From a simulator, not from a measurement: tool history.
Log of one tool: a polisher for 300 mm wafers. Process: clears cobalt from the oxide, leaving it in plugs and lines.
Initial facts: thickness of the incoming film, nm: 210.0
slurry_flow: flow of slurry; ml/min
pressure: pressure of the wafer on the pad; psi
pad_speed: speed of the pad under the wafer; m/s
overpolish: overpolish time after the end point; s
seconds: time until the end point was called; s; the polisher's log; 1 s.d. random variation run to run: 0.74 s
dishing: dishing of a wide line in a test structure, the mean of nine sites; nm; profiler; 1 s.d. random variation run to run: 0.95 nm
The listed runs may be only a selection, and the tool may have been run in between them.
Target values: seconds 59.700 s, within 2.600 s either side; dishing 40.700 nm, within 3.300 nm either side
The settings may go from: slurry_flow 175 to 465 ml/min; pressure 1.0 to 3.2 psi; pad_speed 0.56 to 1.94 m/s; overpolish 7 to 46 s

run,hour,slurry_flow,pressure,pad_speed,overpolish,seconds,dishing
1,0.0,295,2.1,1.24,24,37.602,49.446
2,2.4,295,2.5,1.24,24,31.386,52.637
3,3.0,295,2.2,1.24,24,35.810,50.441
4,8.0,295,1.9,1.22,22,41.674,47.967
5,9.8,295,1.7,1.22,19,47.327,45.725
6,13.8,295,1.7,1.22,12,46.648,33.724
7,15.7,295,1.2,1.20,20,66.982,39.885
8,22.6,295,1.4,1.22,22,56.459,42.325

5 candidate next runs follow, results not yet known. Just one meets every target within its allowed miss. Identify it.
A,29.5,305,1.5,1.26,25,?,?
B,29.5,225,1.4,1.16,40,?,?
C,29.5,200,1.5,1.06,37,?,?
D,29.5,260,1.4,1.16,29,?,?
E,29.5,205,1.6,0.96,20,?,?

move,seconds,dishing
A,50.400,45.833
B,58.542,49.751
C,59.190,48.850
D,58.012,46.017
E,59.852,39.258
A: the biggest miss grows against the last run
B: meets the target for the result that was furthest off, but another lies outside its allowed miss
C: meets the target for the result that was furthest off, but another lies outside its allowed miss
D: meets the target for the result that was furthest off, but another lies outside its allowed miss
E: all results in spec
Correct choice: E, which meets every target

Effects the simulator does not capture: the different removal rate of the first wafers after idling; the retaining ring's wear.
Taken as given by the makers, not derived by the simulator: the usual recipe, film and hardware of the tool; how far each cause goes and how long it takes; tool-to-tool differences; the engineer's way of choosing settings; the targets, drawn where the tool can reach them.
